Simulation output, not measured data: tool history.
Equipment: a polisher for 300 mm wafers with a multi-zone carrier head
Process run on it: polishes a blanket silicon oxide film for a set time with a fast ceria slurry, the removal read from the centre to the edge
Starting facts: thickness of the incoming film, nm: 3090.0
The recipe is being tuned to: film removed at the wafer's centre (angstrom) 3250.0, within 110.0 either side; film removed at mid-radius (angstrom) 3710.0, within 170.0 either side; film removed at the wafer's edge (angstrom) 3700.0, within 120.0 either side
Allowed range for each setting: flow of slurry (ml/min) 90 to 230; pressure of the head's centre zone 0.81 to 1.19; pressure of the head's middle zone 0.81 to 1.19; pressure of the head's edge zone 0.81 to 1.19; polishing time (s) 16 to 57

run	hour	flow of slurry (ml/min)	pressure of the head's centre zone	pressure of the head's middle zone	pressure of the head's edge zone	polishing time (s)	film removed at the wafer's centre (angstrom)	film removed at mid-radius (angstrom)	film removed at the wafer's edge (angstrom)
1	0.0	150	1.00	1.00	1.00	36	6576.6	6633.9	6382.2
2	4.8	140	0.95	0.98	0.97	31	5380.3	5526.0	5397.3
3	13.4	140	0.95	0.98	0.97	23	3963.9	4115.4	4013.1
4	14.9	130	0.91	0.98	0.96	22	3612.6	3902.8	3804.1
5	16.8	130	0.91	0.98	0.91	22	3698.9	3879.9	3685.7
6	19.8	130	0.91	0.92	0.91	22	3652.9	3746.8	3655.9
7	27.7	125	0.89	0.93	0.93	22	3530.7	3614.7	3719.0
8	29.4	120	0.87	0.96	0.93	22	3408.9	3722.8	3689.8
9	34.8	115	0.86	0.97	0.93	22	3382.6	3884.5	3590.7

Pick the move, out of 4, that brings all results within their allowed miss; only one does.
A	40.2	140	0.83	0.94	1.00	21	?	?	?
B	40.2	90	0.87	1.19	0.93	22	?	?	?
C	40.2	120	0.89	0.97	0.86	22	?	?	?
D	40.2	90	0.85	1.08	0.89	24	?	?	?

move	film removed at the wafer's centre (angstrom)	film removed at mid-radius (angstrom)	film removed at the wafer's edge (angstrom)
A	3327.3	3672.8	3735.6
B	3273.4	4297.3	3539.7
C	3575.4	3838.8	3573.5
D	3500.2	4313.4	3789.7
A: all results in spec
B: brings the last run's worst result on target, with another outside its allowed miss
C: the biggest miss grows against the last run
D: the biggest miss grows against the last run
Move A is the one to make.
